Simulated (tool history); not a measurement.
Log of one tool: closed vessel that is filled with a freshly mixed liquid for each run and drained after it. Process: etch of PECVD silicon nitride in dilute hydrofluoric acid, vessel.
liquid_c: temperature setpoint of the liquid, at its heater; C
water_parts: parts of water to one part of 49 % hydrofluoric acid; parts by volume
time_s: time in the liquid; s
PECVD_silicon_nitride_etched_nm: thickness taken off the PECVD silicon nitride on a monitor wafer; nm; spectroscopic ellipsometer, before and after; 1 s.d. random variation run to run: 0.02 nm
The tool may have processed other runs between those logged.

run	day	liquid_c	water_parts	time_s	PECVD_silicon_nitride_etched_nm
1	0.000	20.0	225	720	4.2970
2	0.179	19.5	225	720	4.1585
3	0.467	19.5	225	720	4.1574
4	0.521	19.5	175	720	5.2567
5	0.879	19.0	185	720	4.8307
6	1.012	22.5	185	720	6.1305
7	1.350	21.0	190	720	5.3712

For run 8, what comes out?
8	1.479	20.0	195	720	?

For run 8 the tool returned PECVD_silicon_nitride_etched_nm 4.9122 nm.
